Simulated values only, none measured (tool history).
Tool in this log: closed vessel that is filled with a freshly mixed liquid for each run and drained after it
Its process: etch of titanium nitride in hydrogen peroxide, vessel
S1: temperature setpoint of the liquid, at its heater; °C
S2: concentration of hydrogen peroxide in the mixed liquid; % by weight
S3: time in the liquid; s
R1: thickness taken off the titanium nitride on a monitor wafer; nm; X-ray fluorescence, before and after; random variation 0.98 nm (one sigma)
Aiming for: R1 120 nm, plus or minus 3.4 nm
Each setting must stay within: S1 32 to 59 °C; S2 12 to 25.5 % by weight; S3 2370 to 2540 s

run 1 day=0 | S1=43 S2=17.5 S3=2370 | R1=99.644
run 2 day=0.125 | S1=43.5 S2=17.5 S3=2370 | R1=105.72
run 3 day=0.454 | S1=43.5 S2=15 S3=2370 | R1=101.25
run 4 day=0.508 | S1=44 S2=15 S3=2370 | R1=104.79
run 5 day=0.658 | S1=44 S2=12 S3=2370 | R1=99.414
run 6 day=0.796 | S1=44.5 S2=12 S3=2370 | R1=102.25
run 7 day=0.988 | S1=45 S2=12 S3=2370 | R1=106.91
run 8 day=1.354 | S1=45.5 S2=12 S3=2370 | R1=109.02
run 9 day=1.712 | S1=46 S2=12 S3=2370 | R1=114.61

5 candidate next runs follow, results not yet known. Just one meets every target within its allowed miss. Identify it.
run A day=2.071 | S1=45 S2=14 S3=2370 | R1=?
run B day=2.071 | S1=45 S2=12 S3=2430 | R1=?
run C day=2.071 | S1=45.5 S2=12 S3=2370 | R1=?
run D day=2.071 | S1=46 S2=12.5 S3=2540 | R1=?
run E day=2.071 | S1=46 S2=14 S3=2390 | R1=?

move=A R1=110.27
move=B R1=109.47
move=C R1=110.79
move=D R1=124.24
move=E R1=119.71
A: its largest miss is bigger than the last run's
B: its largest miss is bigger than the last run's
C: its largest miss is bigger than the last run's
D: takes the result that was furthest off past its target
E: every result lands within tolerance
So the answer is move E, the one that meets all the targets.

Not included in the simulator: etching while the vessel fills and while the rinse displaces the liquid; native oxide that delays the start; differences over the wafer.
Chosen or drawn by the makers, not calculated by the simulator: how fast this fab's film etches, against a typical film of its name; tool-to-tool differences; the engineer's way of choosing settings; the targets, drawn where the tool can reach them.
